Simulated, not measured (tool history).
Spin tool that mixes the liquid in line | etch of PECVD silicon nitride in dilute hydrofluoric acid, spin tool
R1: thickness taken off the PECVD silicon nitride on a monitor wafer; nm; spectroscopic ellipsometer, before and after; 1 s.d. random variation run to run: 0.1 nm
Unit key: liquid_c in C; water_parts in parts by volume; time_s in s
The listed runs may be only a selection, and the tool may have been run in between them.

run 1 hour=0 | liquid_c=26 water_parts=190 time_s=320 | R1=6.1935
run 2 hour=2.6 | liquid_c=26 water_parts=235 time_s=320 | R1=4.9896
run 3 hour=6.6 | liquid_c=27.5 water_parts=230 time_s=320 | R1=5.5477
run 4 hour=10 | liquid_c=27.5 water_parts=230 time_s=320 | R1=5.6568
-- hour=11.1 thermometer replaced
run 5 hour=11.1 | liquid_c=28.5 water_parts=230 time_s=320 | R1=5.1236
run 6 hour=11.7 | liquid_c=28.5 water_parts=265 time_s=320 | R1=4.4891

Forecast run 7:
run 7 hour=12.9 | liquid_c=28.5 water_parts=265 time_s=320 | R1=?

R1: 4.4271 nm
